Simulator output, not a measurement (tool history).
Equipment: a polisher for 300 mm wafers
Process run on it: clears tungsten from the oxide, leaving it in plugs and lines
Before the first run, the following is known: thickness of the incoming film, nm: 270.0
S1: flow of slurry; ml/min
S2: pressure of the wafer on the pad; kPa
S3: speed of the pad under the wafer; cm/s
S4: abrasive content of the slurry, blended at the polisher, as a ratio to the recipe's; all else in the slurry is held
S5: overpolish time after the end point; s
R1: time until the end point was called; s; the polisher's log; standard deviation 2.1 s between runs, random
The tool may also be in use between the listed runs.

run 1 hour=0 | S1=195 S2=15.9 S3=84 S4=1 S5=4 | R1=92.85
run 2 hour=6.2 | S1=195 S2=15.9 S3=98 S4=1 S5=4 | R1=83.79
run 3 hour=8.8 | S1=195 S2=12.4 S3=98 S4=1 S5=4 | R1=106.46
run 4 hour=11.3 | S1=190 S2=10.3 S3=90 S4=1 S5=4 | R1=133.9
run 5 hour=15.7 | S1=190 S2=10.3 S3=90 S4=1 S5=4 | R1=134.39
run 6 hour=17.7 | S1=185 S2=9 S3=86 S4=1 S5=4 | R1=163.27

Estimate the outcome of run 7 from the log above:
run 7 hour=23 | S1=175 S2=8.3 S3=86 S4=1 S5=4 | R1=?

{"run 7": {"R1": 170.46}}
